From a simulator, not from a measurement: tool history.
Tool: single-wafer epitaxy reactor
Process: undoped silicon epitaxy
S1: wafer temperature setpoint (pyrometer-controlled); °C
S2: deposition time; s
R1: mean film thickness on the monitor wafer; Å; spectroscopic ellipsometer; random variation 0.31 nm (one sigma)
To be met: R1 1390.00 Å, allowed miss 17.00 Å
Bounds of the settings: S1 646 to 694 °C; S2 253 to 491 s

{"run": 1, "hour": 0.0, "S1": 670, "S2": 372, "R1": 958.3}
{"run": 2, "hour": 6.9, "S1": 679, "S2": 372, "R1": 1178.3}
{"run": 3, "hour": 12.6, "S1": 681, "S2": 372, "R1": 1238.6}
{"run": 4, "hour": 17.4, "S1": 682, "S2": 372, "R1": 1270.5}
{"run": 5, "hour": 20.7, "S1": 671, "S2": 372, "R1": 985.18}
{"run": 6, "hour": 27.2, "S1": 674, "S2": 372, "R1": 1055.6}
{"run": 7, "hour": 32.8, "S1": 677, "S2": 372, "R1": 1133.5}
{"run": 8, "hour": 40.1, "S1": 679, "S2": 372, "R1": 1186.7}
{"run": 9, "hour": 42.8, "S1": 681, "S2": 372, "R1": 1239.5}
{"run": 10, "hour": 46.3, "S1": 682, "S2": 372, "R1": 1262.1}
{"run": 11, "hour": 52.9, "S1": 683, "S2": 372, "R1": 1299.2}
{"run": 12, "hour": 53.6, "S1": 684, "S2": 372, "R1": 1327.3}
{"run": 13, "hour": 54.8, "S1": 685, "S2": 372, "R1": 1364.1}

Which of these 4 next moves meets every target?
{"run": "A", "hour": 56.0, "S1": 689, "S2": 348, "R1": "?"}
{"run": "B", "hour": 56.0, "S1": 682, "S2": 416, "R1": "?"}
{"run": "C", "hour": 56.0, "S1": 681, "S2": 427, "R1": "?"}
{"run": "D", "hour": 56.0, "S1": 679, "S2": 420, "R1": "?"}

move=A R1=1388.40
move=B R1=1413.60
move=C R1=1417.80
move=D R1=1331.20
A: meets every target
B: takes the result that was furthest off past its target
C: takes the result that was furthest off past its target
D: further off than the last run
Answer: A

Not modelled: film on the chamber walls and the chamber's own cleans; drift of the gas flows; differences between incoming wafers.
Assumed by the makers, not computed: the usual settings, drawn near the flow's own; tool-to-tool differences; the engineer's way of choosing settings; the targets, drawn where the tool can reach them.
